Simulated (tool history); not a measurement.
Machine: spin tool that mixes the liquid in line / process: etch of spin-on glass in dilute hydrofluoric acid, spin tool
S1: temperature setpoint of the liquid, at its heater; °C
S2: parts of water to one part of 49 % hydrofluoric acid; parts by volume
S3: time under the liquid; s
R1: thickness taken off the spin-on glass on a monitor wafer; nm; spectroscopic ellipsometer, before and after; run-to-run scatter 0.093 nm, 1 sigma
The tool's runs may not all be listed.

run 1 day=0.000 | S1=21.0 S2=200 S3=50 | R1=11.9730
run 2 day=0.367 | S1=21.0 S2=255 S3=50 | R1=8.9034
run 3 day=0.475 | S1=22.5 S2=245 S3=50 | R1=9.9433
run 4 day=0.554 | S1=22.5 S2=245 S3=30 | R1=5.9349
run 5 day=0.838 | S1=22.5 S2=310 S3=30 | R1=4.4051
run 6 day=0.983 | S1=22.5 S2=360 S3=30 | R1=3.6686
run 7 day=1.067 | S1=22.5 S2=310 S3=30 | R1=4.4213
run 8 day=1.167 | S1=21.5 S2=270 S3=30 | R1=5.0686
run 9 day=1.521 | S1=23.0 S2=245 S3=30 | R1=6.0281
run 10 day=1.888 | S1=22.0 S2=215 S3=30 | R1=6.9060
run 11 day=2.021 | S1=26.0 S2=135 S3=30 | R1=13.8190
-- day=2.317 hydrofluoric acid flow meter replaced
run 12 day=2.317 | S1=26.5 S2=130 S3=30 | R1=13.2610
run 13 day=2.358 | S1=26.5 S2=125 S3=30 | R1=13.7360
run 14 day=2.704 | S1=26.5 S2=125 S3=30 | R1=13.8760
run 15 day=2.942 | S1=26.5 S2=120 S3=30 | R1=14.5950

Run 16 is up next; what results do you expect?
run 16 day=3.300 | S1=26.5 S2=115 S3=30 | R1=?

Run 16 yielded R1 15.3020 nm.
